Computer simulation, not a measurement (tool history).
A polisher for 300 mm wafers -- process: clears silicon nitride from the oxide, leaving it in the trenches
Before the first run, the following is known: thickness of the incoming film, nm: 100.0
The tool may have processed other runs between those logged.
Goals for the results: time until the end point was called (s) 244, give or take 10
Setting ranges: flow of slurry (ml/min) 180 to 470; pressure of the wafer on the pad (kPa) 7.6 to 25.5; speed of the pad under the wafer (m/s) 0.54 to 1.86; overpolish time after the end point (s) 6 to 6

run,hour,flow of slurry (ml/min),pressure of the wafer on the pad (kPa),speed of the pad under the wafer (m/s),overpolish time after the end point (s),time until the end point was called (s)
1,0,300,16.5,1.18,6,152.8
2,9,300,15.9,1.18,6,155.25
3,12.8,300,14.5,1.18,6,170.1
4,17.4,300,14.5,1.18,6,168.48
5,19.4,300,13.8,1.18,6,175.92
6,24.4,365,13.8,1.18,6,174.27
7,26.6,365,13.1,1.18,6,180.33
8,27.6,365,12.4,1.18,6,191.91
9,33.7,365,11.7,1.18,6,202.9
10,35.8,365,11,1.18,6,208.4

Of the 4 settings listed for the next run, only one would bring every result within its allowed miss of target. Which one?
A,37.9,355,16.5,1.02,6,?
B,37.9,310,10.3,1.1,6,?
C,37.9,360,14.5,1.16,6,?
D,37.9,385,11,1.16,6,?

move,time until the end point was called (s)
A,167.1
B,240.75
C,166.66
D,212.03
A: misses by more than the last run did
B: each result inside its tolerance
C: misses by more than the last run did
D: closer than the last run, but not yet in spec
The move that meets every target is B.
